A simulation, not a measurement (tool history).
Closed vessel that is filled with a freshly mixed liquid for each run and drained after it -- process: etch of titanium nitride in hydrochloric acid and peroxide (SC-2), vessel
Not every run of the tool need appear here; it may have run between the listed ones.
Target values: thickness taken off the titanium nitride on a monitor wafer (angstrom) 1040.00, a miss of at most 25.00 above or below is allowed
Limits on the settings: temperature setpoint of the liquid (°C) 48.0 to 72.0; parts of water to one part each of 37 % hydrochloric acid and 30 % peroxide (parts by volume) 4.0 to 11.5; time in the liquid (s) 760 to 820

run,hour,temperature setpoint of the liquid (°C),parts of water to one part each of 37 % hydrochloric acid and 30 % peroxide (parts by volume),time in the liquid (s),thickness taken off the titanium nitride on a monitor wafer (angstrom)
1,0.0,64.0,6.5,760,871.85
2,8.6,65.0,6.5,760,938.61
3,17.0,65.0,7.5,760,845.51
4,18.8,65.0,7.5,760,835.77
5,20.7,65.0,7.5,760,836.85
6,24.0,65.0,7.5,760,843.47
7,30.1,66.0,7.5,760,893.05
8,38.1,66.5,7.5,760,920.86
9,44.4,67.0,7.5,760,935.60
10,46.9,67.5,7.5,760,976.28

4 candidate next runs follow, results not yet known. Just one meets every target within its allowed miss. Identify it.
A,49.4,68.5,8.0,795,?
B,49.4,66.0,6.5,765,?
C,49.4,67.5,8.0,795,?
D,49.4,68.0,8.0,780,?

move,thickness taken off the titanium nitride on a monitor wafer (angstrom)
A,1033.30
B,1006.60
C,973.25
D,983.93
A: all results land within tolerance of their targets
B: gains on the last run, yet a result remains outside its allowed miss
C: no better and no worse than the last run
D: gains on the last run, yet a result remains outside its allowed miss
A meets every target.

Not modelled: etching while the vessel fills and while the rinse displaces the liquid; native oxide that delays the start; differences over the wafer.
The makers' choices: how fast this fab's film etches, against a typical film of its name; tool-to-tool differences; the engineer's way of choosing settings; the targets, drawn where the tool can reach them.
